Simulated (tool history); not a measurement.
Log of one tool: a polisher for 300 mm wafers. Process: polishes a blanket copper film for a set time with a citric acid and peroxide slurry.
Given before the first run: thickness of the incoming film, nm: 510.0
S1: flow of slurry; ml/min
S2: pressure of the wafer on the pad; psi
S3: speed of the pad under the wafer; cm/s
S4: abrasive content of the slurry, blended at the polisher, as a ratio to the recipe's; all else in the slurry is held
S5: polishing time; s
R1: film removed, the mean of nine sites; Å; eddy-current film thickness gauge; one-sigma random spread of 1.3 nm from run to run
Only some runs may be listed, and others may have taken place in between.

| run | hour | S1 | S2 | S3 | S4 | S5 | R1 |
|---|---|---|---|---|---|---|---|
| 1 | 0 | 185 | 3.8 | 124 | 1 | 64 | 2052.7 |
| 2 | 5.7 | 185 | 3.4 | 118 | 1 | 64 | 1822 |
| 3 | 10.6 | 185 | 3.1 | 110 | 1 | 64 | 1565.5 |
| 4 | 18.7 | 185 | 2.4 | 110 | 1 | 64 | 1255.1 |
| 5 | 23.4 | 185 | 2.4 | 110 | 1 | 67 | 1316.3 |
| 6 | 28.2 | 210 | 2.4 | 110 | 1 | 67 | 1370.2 |
| 7 | 34.2 | 205 | 2.3 | 106 | 1 | 67 | 1261.2 |
| 8 | 39.3 | 205 | 2.2 | 104 | 1 | 67 | 1191.6 |
| 9 | 40.6 | 205 | 2.1 | 102 | 1 | 67 | 1132.8 |
| 10 | 47.4 | 205 | 2 | 100 | 1 | 67 | 1069.5 |

What will run 11 give?
| 11 | 50.3 | 205 | 1.9 | 100 | 1 | 67 | ? |

Run 11 measured R1 1035.4 Å.
